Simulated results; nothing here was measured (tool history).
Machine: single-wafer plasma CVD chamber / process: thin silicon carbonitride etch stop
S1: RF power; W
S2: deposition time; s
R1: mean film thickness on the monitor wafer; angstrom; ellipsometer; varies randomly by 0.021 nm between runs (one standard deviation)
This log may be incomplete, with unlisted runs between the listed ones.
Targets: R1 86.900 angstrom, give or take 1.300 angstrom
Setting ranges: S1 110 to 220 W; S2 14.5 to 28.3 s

{"run": 1, "hour": 0.0, "S1": 165, "S2": 21.4, "R1": 109.12}
{"run": 2, "hour": 2.0, "S1": 165, "S2": 23.8, "R1": 121.47}
{"run": 3, "hour": 6.4, "S1": 165, "S2": 26.8, "R1": 136.65}
{"run": 4, "hour": 13.3, "S1": 150, "S2": 24.3, "R1": 119.22}
{"run": 5, "hour": 15.0, "S1": 150, "S2": 23.2, "R1": 113.58}
{"run": 6, "hour": 18.9, "S1": 140, "S2": 22.0, "R1": 104.4}
{"run": 7, "hour": 25.4, "S1": 130, "S2": 21.3, "R1": 97.917}
{"run": 8, "hour": 26.3, "S1": 130, "S2": 21.3, "R1": 98.108}
{"run": 9, "hour": 29.9, "S1": 110, "S2": 18.9, "R1": 80.351}
{"run": 10, "hour": 31.3, "S1": 115, "S2": 18.9, "R1": 82.253}
{"run": 11, "hour": 37.4, "S1": 135, "S2": 19.1, "R1": 89.405}

Of the 4 settings listed for the next run, only one would bring every result within its allowed miss of target. Which one?
{"run": "A", "hour": 43.5, "S1": 140, "S2": 19.1, "R1": "?"}
{"run": "B", "hour": 43.5, "S1": 125, "S2": 18.6, "R1": "?"}
{"run": "C", "hour": 43.5, "S1": 125, "S2": 20.9, "R1": "?"}
{"run": "D", "hour": 43.5, "S1": 140, "S2": 18.3, "R1": "?"}

move=A R1=90.449
move=B R1=83.775
move=C R1=94.134
move=D R1=86.660
A: its largest miss is bigger than the last run's
B: the result that was furthest off in the last run now lies on the other side of its target
C: its largest miss is bigger than the last run's
D: meets every target
Go with D: it meets all targets.
